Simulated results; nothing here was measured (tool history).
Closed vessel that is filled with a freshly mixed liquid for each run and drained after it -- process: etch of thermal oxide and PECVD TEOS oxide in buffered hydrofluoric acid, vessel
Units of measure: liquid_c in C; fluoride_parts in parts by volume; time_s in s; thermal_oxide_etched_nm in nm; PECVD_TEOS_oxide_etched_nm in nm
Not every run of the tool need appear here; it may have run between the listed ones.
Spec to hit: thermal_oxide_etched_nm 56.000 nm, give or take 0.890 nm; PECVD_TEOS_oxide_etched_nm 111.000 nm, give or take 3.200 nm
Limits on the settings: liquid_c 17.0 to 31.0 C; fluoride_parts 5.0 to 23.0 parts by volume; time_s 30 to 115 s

{"run": 1, "hour": 0.0, "liquid_c": 23.0, "fluoride_parts": 14.0, "time_s": 60, "thermal_oxide_etched_nm": 50.278, "PECVD_TEOS_oxide_etched_nm": 98.784}
{"run": 2, "hour": 3.8, "liquid_c": 21.5, "fluoride_parts": 14.0, "time_s": 60, "thermal_oxide_etched_nm": 46.208, "PECVD_TEOS_oxide_etched_nm": 92.103}
{"run": 3, "hour": 8.3, "liquid_c": 21.5, "fluoride_parts": 17.5, "time_s": 60, "thermal_oxide_etched_nm": 37.227, "PECVD_TEOS_oxide_etched_nm": 73.458}
{"run": 4, "hour": 11.7, "liquid_c": 22.0, "fluoride_parts": 17.5, "time_s": 60, "thermal_oxide_etched_nm": 38.366, "PECVD_TEOS_oxide_etched_nm": 75.313}
{"run": 5, "hour": 18.7, "liquid_c": 20.5, "fluoride_parts": 17.5, "time_s": 60, "thermal_oxide_etched_nm": 35.049, "PECVD_TEOS_oxide_etched_nm": 69.372}
{"run": 6, "hour": 22.5, "liquid_c": 20.5, "fluoride_parts": 21.5, "time_s": 60, "thermal_oxide_etched_nm": 29.298, "PECVD_TEOS_oxide_etched_nm": 57.847}
{"run": 7, "hour": 26.2, "liquid_c": 21.5, "fluoride_parts": 21.5, "time_s": 60, "thermal_oxide_etched_nm": 30.926, "PECVD_TEOS_oxide_etched_nm": 61.672}
{"run": 8, "hour": 28.6, "liquid_c": 22.5, "fluoride_parts": 21.5, "time_s": 60, "thermal_oxide_etched_nm": 32.892, "PECVD_TEOS_oxide_etched_nm": 65.287}
{"run": 9, "hour": 30.8, "liquid_c": 23.5, "fluoride_parts": 21.5, "time_s": 60, "thermal_oxide_etched_nm": 34.469, "PECVD_TEOS_oxide_etched_nm": 68.558}
{"run": 10, "hour": 39.5, "liquid_c": 24.0, "fluoride_parts": 21.5, "time_s": 60, "thermal_oxide_etched_nm": 35.559, "PECVD_TEOS_oxide_etched_nm": 69.522}
{"run": 11, "hour": 44.7, "liquid_c": 28.0, "fluoride_parts": 19.5, "time_s": 60, "thermal_oxide_etched_nm": 47.589, "PECVD_TEOS_oxide_etched_nm": 93.573}
{"run": 12, "hour": 45.8, "liquid_c": 28.0, "fluoride_parts": 19.5, "time_s": 60, "thermal_oxide_etched_nm": 47.83, "PECVD_TEOS_oxide_etched_nm": 94.696}
{"run": 13, "hour": 50.3, "liquid_c": 28.5, "fluoride_parts": 19.5, "time_s": 60, "thermal_oxide_etched_nm": 48.564, "PECVD_TEOS_oxide_etched_nm": 95.573}
{"run": 14, "hour": 55.5, "liquid_c": 30.0, "fluoride_parts": 19.0, "time_s": 60, "thermal_oxide_etched_nm": 54.107, "PECVD_TEOS_oxide_etched_nm": 108.15}

Which one of the following 4 next-run settings gets every result inside its allowed miss? There is exactly one.
{"run": "A", "hour": 60.7, "liquid_c": 31.0, "fluoride_parts": 19.0, "time_s": 55, "thermal_oxide_etched_nm": "?", "PECVD_TEOS_oxide_etched_nm": "?"}
{"run": "B", "hour": 60.7, "liquid_c": 29.5, "fluoride_parts": 22.5, "time_s": 70, "thermal_oxide_etched_nm": "?", "PECVD_TEOS_oxide_etched_nm": "?"}
{"run": "C", "hour": 60.7, "liquid_c": 31.0, "fluoride_parts": 14.5, "time_s": 45, "thermal_oxide_etched_nm": "?", "PECVD_TEOS_oxide_etched_nm": "?"}
{"run": "D", "hour": 60.7, "liquid_c": 24.0, "fluoride_parts": 16.0, "time_s": 70, "thermal_oxide_etched_nm": "?", "PECVD_TEOS_oxide_etched_nm": "?"}

move=A thermal_oxide_etched_nm=52.254 PECVD_TEOS_oxide_etched_nm=104.290
move=B thermal_oxide_etched_nm=53.911 PECVD_TEOS_oxide_etched_nm=107.590
move=C thermal_oxide_etched_nm=55.731 PECVD_TEOS_oxide_etched_nm=111.230
move=D thermal_oxide_etched_nm=54.150 PECVD_TEOS_oxide_etched_nm=108.070
A: its largest miss is bigger than the last run's
B: its largest miss is bigger than the last run's
C: meets every target
D: roughly where the last run was
C meets every target.
